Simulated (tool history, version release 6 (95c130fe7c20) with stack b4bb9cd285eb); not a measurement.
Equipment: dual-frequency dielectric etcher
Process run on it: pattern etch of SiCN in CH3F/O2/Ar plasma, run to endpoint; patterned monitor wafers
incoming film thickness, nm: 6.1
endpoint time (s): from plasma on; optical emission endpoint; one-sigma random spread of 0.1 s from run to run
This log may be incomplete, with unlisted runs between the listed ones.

run  hour  source power (W)  bias power (W)  endpoint time (s)
  1     0               350              88             16.127
  2   1.9               350              75             17.217
  3   4.6               290              75             19.134
  4  11.9               340              78             17.064
  5  17.2               370              80             16.195
  6  20.6               400              81             15.453
  7  24.1               400              81             15.368
  8    29               420              82             14.934

What will run 9 give?
  9  36.1               440              83                  ?

endpoint time (s): 14.772
